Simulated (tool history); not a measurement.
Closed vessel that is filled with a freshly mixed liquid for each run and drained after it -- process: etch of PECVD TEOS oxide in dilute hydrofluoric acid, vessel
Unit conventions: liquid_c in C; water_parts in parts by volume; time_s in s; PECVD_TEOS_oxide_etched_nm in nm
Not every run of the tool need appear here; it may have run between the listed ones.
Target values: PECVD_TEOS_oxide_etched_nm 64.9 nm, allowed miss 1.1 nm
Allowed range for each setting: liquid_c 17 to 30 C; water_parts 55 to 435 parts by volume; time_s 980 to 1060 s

| run | day | liquid_c | water_parts | time_s | PECVD_TEOS_oxide_etched_nm |
|---|---|---|---|---|---|
| 1 | 0 | 22 | 245 | 980 | 39.498 |
| 2 | 0.05 | 22 | 245 | 1060 | 42.542 |
| 3 | 0.2 | 22 | 245 | 980 | 39.181 |
| 4 | 0.412 | 24 | 235 | 980 | 44.817 |
| 5 | 0.804 | 27 | 235 | 980 | 49.86 |
| 6 | 1.2 | 27 | 285 | 980 | 38.664 |
| 7 | 1.467 | 30 | 190 | 980 | 71.77 |
| 8 | 1.746 | 30 | 190 | 980 | 72.288 |
| 9 | 1.892 | 29.5 | 190 | 980 | 70.5 |
| 10 | 2.262 | 29.5 | 190 | 980 | 70.642 |
| 11 | 2.35 | 29 | 190 | 980 | 69.302 |
| 12 | 2.642 | 28.5 | 190 | 980 | 67.976 |

Which of these 5 next moves meets every target?
| A | 2.933 | 27 | 180 | 990 | ? |
| B | 2.933 | 25 | 175 | 985 | ? |
| C | 2.933 | 28 | 200 | 980 | ? |
| D | 2.933 | 30 | 220 | 1060 | ? |
| E | 2.933 | 24.5 | 175 | 1025 | ? |

| move | PECVD_TEOS_oxide_etched_nm |
|---|---|
| A | 69.713 |
| B | 66.675 |
| C | 62.875 |
| D | 64.713 |
| E | 68.101 |
A: moves away from the targets compared with the last run
B: better than the last run, though not everything is in spec
C: moves the result that the last run missed by most past its target, out the other side
D: all results in spec
E: no nearer and no further than the last run
Move D is the one to make.
